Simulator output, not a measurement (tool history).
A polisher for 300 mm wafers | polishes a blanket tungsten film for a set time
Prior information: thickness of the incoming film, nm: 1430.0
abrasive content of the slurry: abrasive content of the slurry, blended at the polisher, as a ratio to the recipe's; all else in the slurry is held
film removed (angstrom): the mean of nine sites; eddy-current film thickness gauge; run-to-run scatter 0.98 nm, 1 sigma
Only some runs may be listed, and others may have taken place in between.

run  hour  flow of slurry (ml/min)  pressure of the wafer on the pad (psi)  speed of the pad under the wafer (m/s)  abrasive content of the slurry  polishing time (s)  film removed (angstrom)
  1   0.0                      285                                     2.8                                    1.08                             1.0                  31                   1489.8
  2   3.3                      285                                     2.8                                    1.08                             0.9                  31                   1517.6
  3   6.7                      285                                     2.6                                    1.06                             0.9                  31                   1353.7
  4  15.2                      250                                     2.6                                    1.06                             0.9                  31                   1334.6
  5  18.5                      250                                     2.6                                    1.06                             0.9                  31                   1325.2
  6  22.9                      250                                     2.6                                    1.30                             0.9                  31                   1587.5
  7  26.7                      250                                     2.4                                    1.26                             0.9                  31                   1416.0

Estimate the outcome of run 8 from the log above:
  8  35.3                      250                                     2.2                                    1.24                             0.9                  31                        ?

{"run 8": {"film removed (angstrom)": 1306.1}}

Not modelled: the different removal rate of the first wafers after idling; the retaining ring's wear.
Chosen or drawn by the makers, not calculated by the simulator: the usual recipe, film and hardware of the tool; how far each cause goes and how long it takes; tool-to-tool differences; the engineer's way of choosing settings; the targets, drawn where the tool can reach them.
